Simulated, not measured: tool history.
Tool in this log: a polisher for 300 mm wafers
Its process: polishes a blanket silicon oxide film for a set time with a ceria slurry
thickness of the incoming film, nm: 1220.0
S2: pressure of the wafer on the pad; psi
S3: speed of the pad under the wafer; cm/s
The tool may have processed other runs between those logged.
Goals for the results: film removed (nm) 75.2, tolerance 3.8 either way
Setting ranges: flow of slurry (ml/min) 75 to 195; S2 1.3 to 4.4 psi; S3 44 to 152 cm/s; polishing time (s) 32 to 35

Run 1, hour 0: flow of slurry (ml/min) 125, S2 2.8 psi, S3 98 cm/s, polishing time (s) 35. Result: film removed (nm) 106.55.
Run 2, hour 3.3: flow of slurry (ml/min) 125, S2 2.8 psi, S3 110 cm/s, polishing time (s) 35. Result: film removed (nm) 127.19.
Run 3, hour 10.6: flow of slurry (ml/min) 125, S2 2.8 psi, S3 110 cm/s, polishing time (s) 35. Result: film removed (nm) 118.99.
Run 4, hour 15.9: flow of slurry (ml/min) 125, S2 3.1 psi, S3 110 cm/s, polishing time (s) 35. Result: film removed (nm) 134.46.
Run 5, hour 18: flow of slurry (ml/min) 100, S2 3.1 psi, S3 110 cm/s, polishing time (s) 35. Result: film removed (nm) 124.75.
Run 6, hour 19.9: flow of slurry (ml/min) 100, S2 2.9 psi, S3 110 cm/s, polishing time (s) 35. Result: film removed (nm) 119.08.
Run 7, hour 24.2: flow of slurry (ml/min) 100, S2 2.7 psi, S3 110 cm/s, polishing time (s) 35. Result: film removed (nm) 112.5.
Run 8, hour 30.2: flow of slurry (ml/min) 100, S2 2.7 psi, S3 110 cm/s, polishing time (s) 35. Result: film removed (nm) 113.47.
At hour 37.2: head pressure recalibrated.
Run 9, hour 37.2: flow of slurry (ml/min) 100, S2 2.5 psi, S3 110 cm/s, polishing time (s) 35. Result: film removed (nm) 116.22.

Next run, 4 choices. One meets every target within its allowed miss, the rest don't. Which?
Run A, hour 44.2: flow of slurry (ml/min) 95, S2 2.7 psi, S3 74 cm/s, polishing time (s) 32. Result: film removed (nm) ?.
Run B, hour 44.2: flow of slurry (ml/min) 130, S2 2.6 psi, S3 78 cm/s, polishing time (s) 32. Result: film removed (nm) ?.
Run C, hour 44.2: flow of slurry (ml/min) 100, S2 2.1 psi, S3 80 cm/s, polishing time (s) 32. Result: film removed (nm) ?.
Run D, hour 44.2: flow of slurry (ml/min) 120, S2 1.8 psi, S3 120 cm/s, polishing time (s) 32. Result: film removed (nm) ?.

move  film removed (nm)
   A              77.03
   B             83.599
   C             65.957
   D             87.746
A: hits every target within its allowed miss
B: nearer the targets than the last run, but a result is still out of spec
C: moves the result that the last run missed by most past its target, out the other side
D: nearer the targets than the last run, but a result is still out of spec
A is the move that brings every result within its allowed miss.
